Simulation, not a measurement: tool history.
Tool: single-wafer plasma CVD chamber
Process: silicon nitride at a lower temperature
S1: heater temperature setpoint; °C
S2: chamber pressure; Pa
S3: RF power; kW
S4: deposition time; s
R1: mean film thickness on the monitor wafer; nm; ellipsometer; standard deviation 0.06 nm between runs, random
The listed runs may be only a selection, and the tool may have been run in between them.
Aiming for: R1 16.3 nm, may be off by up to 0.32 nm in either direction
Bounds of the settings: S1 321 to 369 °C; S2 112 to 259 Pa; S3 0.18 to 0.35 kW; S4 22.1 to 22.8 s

| run | hour | S1 | S2 | S3 | S4 | R1 |
|---|---|---|---|---|---|---|
| 1 | 0 | 345 | 185 | 0.265 | 22.1 | 23.388 |
| 2 | 1.4 | 345 | 185 | 0.265 | 22.1 | 23.403 |
| 3 | 6.1 | 345 | 185 | 0.245 | 22.1 | 21.622 |
| 4 | 9.7 | 345 | 171 | 0.23 | 22.1 | 19.63 |
| 5 | 18.4 | 345 | 171 | 0.23 | 22.8 | 20.317 |
| 6 | 25.9 | 345 | 171 | 0.21 | 22.8 | 18.386 |
| 7 | 31.5 | 345 | 159 | 0.21 | 22.8 | 17.946 |
| 8 | 36.9 | 345 | 151 | 0.21 | 22.8 | 17.833 |
| 9 | 41.6 | 345 | 143 | 0.21 | 22.8 | 17.484 |
| 10 | 48.8 | 345 | 136 | 0.21 | 22.8 | 17.076 |
| 11 | 51.5 | 345 | 136 | 0.21 | 22.8 | 17.238 |
| 12 | 57.3 | 345 | 131 | 0.21 | 22.8 | 16.979 |
| 13 | 66 | 345 | 127 | 0.21 | 22.8 | 16.791 |
| 14 | 67.4 | 345 | 124 | 0.21 | 22.8 | 16.53 |

Pick the move, out of 5, that brings all results within their allowed miss; only one does.
| A | 68.8 | 353 | 112 | 0.225 | 22.4 | ? |
| B | 68.8 | 334 | 128 | 0.215 | 22.8 | ? |
| C | 68.8 | 353 | 129 | 0.215 | 22.4 | ? |
| D | 68.8 | 344 | 116 | 0.215 | 22.4 | ? |
| E | 68.8 | 355 | 148 | 0.205 | 22.7 | ? |

| move | R1 |
|---|---|
| A | 16.949 |
| B | 17.345 |
| C | 16.995 |
| D | 16.385 |
| E | 17.039 |
A: the biggest miss grows against the last run
B: the biggest miss grows against the last run
C: the biggest miss grows against the last run
D: every result lands within tolerance
E: the biggest miss grows against the last run
The right move is D.

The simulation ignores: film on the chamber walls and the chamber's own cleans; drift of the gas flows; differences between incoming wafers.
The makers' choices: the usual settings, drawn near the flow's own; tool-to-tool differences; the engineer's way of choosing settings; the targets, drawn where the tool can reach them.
